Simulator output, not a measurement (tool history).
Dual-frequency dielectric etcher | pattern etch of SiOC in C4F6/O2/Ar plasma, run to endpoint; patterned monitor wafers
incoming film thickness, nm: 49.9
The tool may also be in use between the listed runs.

run  hour  bias power (kW)  source power (kW)  endpoint time (s)
  1   0.0            0.540              0.450             16.662
  2   8.8            0.582              0.450             16.491
  3  16.5            0.582              0.410             16.960
  4  22.4            0.639              0.410             16.565
  5  28.8            0.639              0.360             17.198
  6  35.9            0.628              0.360             17.184

Forecast run 7:
  7  44.3            0.616              0.360                  ?

endpoint time (s): 17.141
